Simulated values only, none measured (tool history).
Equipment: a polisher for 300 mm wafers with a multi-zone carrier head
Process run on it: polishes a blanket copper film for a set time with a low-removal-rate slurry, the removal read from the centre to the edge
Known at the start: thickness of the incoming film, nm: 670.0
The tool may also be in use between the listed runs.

| run | day | flow of slurry (ml/min) | pressure of the head's centre zone | pressure of the head's middle zone | pressure of the head's edge zone | abrasive content of the slurry | polishing time (s) | film removed at the wafer's centre (angstrom) | film removed at mid-radius (angstrom) | film removed at the wafer's edge (angstrom) |
|---|---|---|---|---|---|---|---|---|---|---|
| 1 | 0.000 | 215 | 1.00 | 1.00 | 1.00 | 1.00 | 62 | 1959.9 | 1948.6 | 1976.6 |
| 2 | 0.096 | 195 | 1.00 | 1.00 | 1.00 | 1.00 | 62 | 1968.6 | 1887.9 | 2009.7 |
| 3 | 0.221 | 195 | 1.02 | 1.03 | 1.02 | 1.10 | 63 | 2057.4 | 1991.5 | 2060.5 |
| 4 | 0.538 | 195 | 0.93 | 1.03 | 1.02 | 1.10 | 63 | 1919.2 | 2019.0 | 2109.8 |
| 5 | 0.638 | 195 | 0.93 | 1.03 | 1.02 | 1.20 | 63 | 1956.9 | 2051.6 | 2129.4 |
| 6 | 0.992 | 200 | 0.96 | 1.05 | 1.03 | 1.25 | 65 | 2075.3 | 2190.4 | 2276.6 |
| 7 | 1.321 | 200 | 0.96 | 1.05 | 1.03 | 1.25 | 65 | 2116.0 | 2217.0 | 2244.1 |

The next listed run, before its measurement:
| 8 | 1.604 | 210 | 0.99 | 1.06 | 1.05 | 1.30 | 65 | ? | ? | ? |

Run 8 yielded film removed at the wafer's centre (angstrom) 2203.3, film removed at mid-radius (angstrom) 2256.2, film removed at the wafer's edge (angstrom) 2298.8.
